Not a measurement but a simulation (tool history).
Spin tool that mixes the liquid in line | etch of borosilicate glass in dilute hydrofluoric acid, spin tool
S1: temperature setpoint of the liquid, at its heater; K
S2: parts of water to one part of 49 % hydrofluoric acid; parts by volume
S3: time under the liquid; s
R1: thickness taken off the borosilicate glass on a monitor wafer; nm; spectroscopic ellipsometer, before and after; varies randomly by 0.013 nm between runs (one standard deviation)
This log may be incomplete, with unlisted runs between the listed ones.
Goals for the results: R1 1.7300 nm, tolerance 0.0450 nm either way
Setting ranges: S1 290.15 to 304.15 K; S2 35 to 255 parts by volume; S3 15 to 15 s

Run 1, hour 0.0: S1 296.15 K, S2 145 parts by volume, S3 15 s. Result: R1 1.8351 nm.
Run 2, hour 3.1: S1 298.65 K, S2 145 parts by volume, S3 15 s. Result: R1 2.0126 nm.
Run 3, hour 8.0: S1 297.65 K, S2 145 parts by volume, S3 15 s. Result: R1 1.9245 nm.
Run 4, hour 12.9: S1 297.65 K, S2 145 parts by volume, S3 15 s. Result: R1 1.9586 nm.
Run 5, hour 19.4: S1 297.15 K, S2 145 parts by volume, S3 15 s. Result: R1 1.9144 nm.
Run 6, hour 28.2: S1 297.15 K, S2 120 parts by volume, S3 15 s. Result: R1 2.3507 nm.
Run 7, hour 36.9: S1 295.65 K, S2 120 parts by volume, S3 15 s. Result: R1 2.2105 nm.
Run 8, hour 41.3: S1 294.65 K, S2 120 parts by volume, S3 15 s. Result: R1 2.1526 nm.
Run 9, hour 42.1: S1 293.65 K, S2 120 parts by volume, S3 15 s. Result: R1 2.0446 nm.
Run 10, hour 49.0: S1 293.15 K, S2 120 parts by volume, S3 15 s. Result: R1 1.9999 nm.
Run 11, hour 55.8: S1 292.65 K, S2 120 parts by volume, S3 15 s. Result: R1 1.9767 nm.
Run 12, hour 61.2: S1 292.15 K, S2 120 parts by volume, S3 15 s. Result: R1 1.9273 nm.
Run 13, hour 64.8: S1 291.65 K, S2 120 parts by volume, S3 15 s. Result: R1 1.8972 nm.
At hour 71.6: thermometer replaced.
Run 14, hour 71.6: S1 291.15 K, S2 120 parts by volume, S3 15 s. Result: R1 2.0541 nm.

Exercise: of the 5 proposed moves below, exactly one satisfies all targets within the stated allowed misses. Which move is it?
Run A, hour 78.4: S1 291.15 K, S2 125 parts by volume, S3 15 s. Result: R1 ?.
Run B, hour 78.4: S1 291.15 K, S2 140 parts by volume, S3 15 s. Result: R1 ?.
Run C, hour 78.4: S1 292.15 K, S2 110 parts by volume, S3 15 s. Result: R1 ?.
Run D, hour 78.4: S1 292.65 K, S2 155 parts by volume, S3 15 s. Result: R1 ?.
Run E, hour 78.4: S1 292.15 K, S2 100 parts by volume, S3 15 s. Result: R1 ?.

move      R1
   A  1.9687
   B  1.7312
   C  2.3682
   D  1.6361
   E  2.6334
A: closes in on the targets versus the last run, not all within tolerance yet
B: every result within its allowed miss
C: lands further from the targets than the last run did
D: carries the result that was furthest off beyond its target, to the other side
E: lands further from the targets than the last run did
B meets every target.
